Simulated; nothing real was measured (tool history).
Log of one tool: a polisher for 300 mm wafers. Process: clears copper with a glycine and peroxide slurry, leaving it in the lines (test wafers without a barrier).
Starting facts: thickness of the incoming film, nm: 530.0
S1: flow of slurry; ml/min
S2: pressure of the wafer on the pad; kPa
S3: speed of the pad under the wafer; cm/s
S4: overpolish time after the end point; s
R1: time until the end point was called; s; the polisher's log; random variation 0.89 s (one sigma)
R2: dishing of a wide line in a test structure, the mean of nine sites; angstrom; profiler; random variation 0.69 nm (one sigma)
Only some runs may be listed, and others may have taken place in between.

run	hour	S1	S2	S3	S4	R1	R2
1	0	145	18.6	88	30	89.692	632.67
2	7.6	145	18.6	88	37	88.314	671.41
3	14	145	19.3	90	35	85.112	664.06
4	19.9	145	16.5	90	35	95.245	648.49
5	28.4	130	16.5	90	35	99.107	641.05
6	34.9	130	16.5	102	35	88.622	651.92
7	42.8	135	17.2	104	34	84.529	643.33
8	46.5	140	17.9	106	33	79.376	657.23
9	49.4	145	18.6	106	32	75.034	645.05
10	50.4	150	19.3	106	32	72.322	664.04
11	57	155	20	106	31	69.734	668.01
12	60.1	160	20	106	30	72.242	650.76
13	65.6	160	20.7	106	29	70.403	660.11
14	72.2	160	21.4	108	28	68.141	655.76

Run 15, settings as shown, results not yet in. Your forecast:
15	77.8	160	22.1	108	27	?	?

Run 15 yielded R1 65.045 s, R2 656.09 angstrom.
